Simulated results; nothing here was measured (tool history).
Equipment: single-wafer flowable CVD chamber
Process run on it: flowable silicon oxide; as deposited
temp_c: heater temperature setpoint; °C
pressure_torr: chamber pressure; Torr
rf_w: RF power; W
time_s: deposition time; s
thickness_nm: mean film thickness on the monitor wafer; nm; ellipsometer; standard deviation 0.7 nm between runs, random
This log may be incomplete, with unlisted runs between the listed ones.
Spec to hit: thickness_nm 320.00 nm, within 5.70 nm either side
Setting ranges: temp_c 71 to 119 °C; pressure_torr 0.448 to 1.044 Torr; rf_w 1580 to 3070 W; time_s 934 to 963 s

| run | hour | temp_c | pressure_torr | rf_w | time_s | thickness_nm |
|---|---|---|---|---|---|---|
| 1 | 0.0 | 95 | 0.746 | 2325 | 934 | 645.29 |
| 2 | 8.4 | 95 | 0.746 | 2325 | 934 | 641.55 |
| 3 | 11.8 | 99 | 0.746 | 2325 | 934 | 572.83 |
| 4 | 15.8 | 93 | 0.746 | 2325 | 934 | 679.52 |
| 5 | 21.3 | 93 | 0.746 | 2655 | 934 | 695.27 |
| 6 | 22.0 | 97 | 0.745 | 2655 | 934 | 618.95 |
| 7 | 25.0 | 101 | 0.744 | 2655 | 934 | 551.67 |
| 8 | 30.0 | 104 | 0.741 | 2655 | 934 | 503.42 |
| 9 | 34.3 | 107 | 0.739 | 2655 | 934 | 458.32 |
| 10 | 34.8 | 109 | 0.738 | 2655 | 934 | 432.99 |

5 candidate next runs follow, results not yet known. Just one meets every target within its allowed miss. Identify it.
| A | 35.3 | 115 | 0.670 | 2745 | 934 | ? |
| B | 35.3 | 106 | 0.788 | 2770 | 953 | ? |
| C | 35.3 | 105 | 0.742 | 2490 | 934 | ? |
| D | 35.3 | 117 | 0.539 | 2660 | 934 | ? |
| E | 35.3 | 117 | 0.673 | 2800 | 934 | ? |

| move | thickness_nm |
|---|---|
| A | 335.11 |
| B | 513.52 |
| C | 483.63 |
| D | 260.88 |
| E | 319.32 |
A: nearer the targets than the last run, but a result is still out of spec
B: moves away from the targets compared with the last run
C: moves away from the targets compared with the last run
D: pushes the last run's worst result past its target
E: meets every target
Correct choice: E, which meets every target

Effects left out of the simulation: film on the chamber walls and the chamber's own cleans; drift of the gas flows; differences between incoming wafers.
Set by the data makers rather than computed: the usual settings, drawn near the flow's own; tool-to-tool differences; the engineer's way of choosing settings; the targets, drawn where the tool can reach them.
